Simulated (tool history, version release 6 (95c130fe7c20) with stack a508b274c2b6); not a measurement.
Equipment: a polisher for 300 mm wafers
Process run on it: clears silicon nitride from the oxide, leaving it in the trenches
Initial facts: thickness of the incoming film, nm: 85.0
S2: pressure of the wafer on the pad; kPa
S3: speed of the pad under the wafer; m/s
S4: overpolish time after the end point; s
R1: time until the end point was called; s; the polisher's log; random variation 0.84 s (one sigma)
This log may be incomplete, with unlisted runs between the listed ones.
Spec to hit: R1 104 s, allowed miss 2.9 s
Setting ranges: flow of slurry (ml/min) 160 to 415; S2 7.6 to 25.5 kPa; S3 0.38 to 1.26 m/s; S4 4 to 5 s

run 1 hour=0 | flow_of_slurry_(ml/min)=265 S2=16.5 S3=0.82 S4=5 | R1=125.7
run 2 hour=6.8 | flow_of_slurry_(ml/min)=265 S2=16.5 S3=0.68 S4=5 | R1=149.32
run 3 hour=8.9 | flow_of_slurry_(ml/min)=265 S2=16.5 S3=0.54 S4=5 | R1=186.73
run 4 hour=12.8 | flow_of_slurry_(ml/min)=265 S2=16.5 S3=0.74 S4=5 | R1=140.99
run 5 hour=21 | flow_of_slurry_(ml/min)=265 S2=16.5 S3=0.62 S4=5 | R1=163.87
-- hour=25.9 slurry nozzle cleaned
run 6 hour=25.9 | flow_of_slurry_(ml/min)=265 S2=16.5 S3=0.7 S4=5 | R1=142.83
run 7 hour=31.6 | flow_of_slurry_(ml/min)=265 S2=17.2 S3=0.7 S4=5 | R1=137.02
run 8 hour=40.1 | flow_of_slurry_(ml/min)=265 S2=17.9 S3=0.7 S4=5 | R1=130.91
run 9 hour=44.8 | flow_of_slurry_(ml/min)=265 S2=18.6 S3=0.7 S4=5 | R1=127.34
run 10 hour=50.9 | flow_of_slurry_(ml/min)=265 S2=19.3 S3=0.7 S4=5 | R1=121.66
run 11 hour=57.4 | flow_of_slurry_(ml/min)=270 S2=20.7 S3=0.7 S4=5 | R1=115.23
run 12 hour=59.8 | flow_of_slurry_(ml/min)=270 S2=22.1 S3=0.7 S4=5 | R1=107.12

Exercise: of the 5 proposed moves below, exactly one satisfies all targets within the stated allowed misses. Which move is it?
run A hour=62.2 | flow_of_slurry_(ml/min)=265 S2=22.1 S3=0.68 S4=4 | R1=?
run B hour=62.2 | flow_of_slurry_(ml/min)=255 S2=20.7 S3=0.78 S4=5 | R1=?
run C hour=62.2 | flow_of_slurry_(ml/min)=330 S2=20.7 S3=0.7 S4=5 | R1=?
run D hour=62.2 | flow_of_slurry_(ml/min)=220 S2=25.5 S3=0.6 S4=5 | R1=?
run E hour=62.2 | flow_of_slurry_(ml/min)=275 S2=23.4 S3=0.64 S4=5 | R1=?

move=A R1=110.39
move=B R1=103.62
move=C R1=111.93
move=D R1=110.34
move=E R1=109.74
A: further off than the last run
B: each result inside its tolerance
C: further off than the last run
D: further off than the last run
E: further off than the last run
Go with B: it meets all targets.
